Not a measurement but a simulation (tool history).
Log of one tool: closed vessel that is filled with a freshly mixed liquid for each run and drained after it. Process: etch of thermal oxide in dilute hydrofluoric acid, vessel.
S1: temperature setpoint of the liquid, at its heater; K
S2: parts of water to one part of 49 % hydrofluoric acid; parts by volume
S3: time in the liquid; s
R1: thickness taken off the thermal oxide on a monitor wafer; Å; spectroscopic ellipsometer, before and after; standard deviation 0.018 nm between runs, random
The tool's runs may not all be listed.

{"run": 1, "hour": 0.0, "S1": 296.15, "S2": 50, "S3": 50, "R1": 49.15}
{"run": 2, "hour": 3.1, "S1": 296.15, "S2": 50, "S3": 40, "R1": 39.071}
{"run": 3, "hour": 12.1, "S1": 295.15, "S2": 55, "S3": 40, "R1": 33.936}
{"run": 4, "hour": 13.3, "S1": 295.15, "S2": 45, "S3": 40, "R1": 42.697}
{"run": 5, "hour": 21.3, "S1": 295.15, "S2": 45, "S3": 50, "R1": 52.725}
{"run": 6, "hour": 23.0, "S1": 294.15, "S2": 50, "S3": 50, "R1": 45.164}

Estimate the outcome of run 7 from the log above:
{"run": 7, "hour": 30.8, "S1": 293.65, "S2": 55, "S3": 50, "R1": "?"}

R1: 40.004 Å

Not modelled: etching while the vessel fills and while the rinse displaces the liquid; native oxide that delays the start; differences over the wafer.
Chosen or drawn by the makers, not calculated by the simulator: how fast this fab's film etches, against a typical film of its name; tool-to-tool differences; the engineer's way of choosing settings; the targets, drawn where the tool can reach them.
